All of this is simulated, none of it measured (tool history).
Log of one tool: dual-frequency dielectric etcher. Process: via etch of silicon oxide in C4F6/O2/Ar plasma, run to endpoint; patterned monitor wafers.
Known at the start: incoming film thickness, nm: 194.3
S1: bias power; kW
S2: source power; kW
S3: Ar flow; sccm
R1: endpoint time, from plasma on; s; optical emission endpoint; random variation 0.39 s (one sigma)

| run | hour | S1 | S2 | S3 | R1 |
|---|---|---|---|---|---|
| 1 | 0.0 | 0.436 | 0.390 | 227 | 44.741 |
| 2 | 6.7 | 0.507 | 0.390 | 227 | 42.519 |
| 3 | 14.8 | 0.468 | 0.360 | 231 | 45.254 |
| 4 | 20.9 | 0.468 | 0.360 | 252 | 46.619 |
| 5 | 22.2 | 0.468 | 0.420 | 252 | 42.450 |
| 6 | 29.3 | 0.437 | 0.400 | 255 | 45.169 |
| 7 | 30.2 | 0.437 | 0.400 | 255 | 45.428 |
| 8 | 37.5 | 0.409 | 0.390 | 257 | 46.870 |
| 9 | 38.9 | 0.387 | 0.380 | 259 | 49.195 |
| 10 | 44.6 | 0.366 | 0.380 | 259 | 49.948 |
| 11 | 47.0 | 0.349 | 0.370 | 260 | 51.359 |
| 12 | 52.5 | 0.335 | 0.370 | 260 | 51.371 |
| 13 | 58.2 | 0.324 | 0.360 | 261 | 53.478 |
| 14 | 62.2 | 0.316 | 0.360 | 261 | 54.349 |
| 15 | 67.0 | 0.311 | 0.360 | 261 | 53.178 |

Run 16 comes next. What will it give?
| 16 | 69.2 | 0.304 | 0.360 | 261 | ? |

Run 16 gave R1 55.535 s.
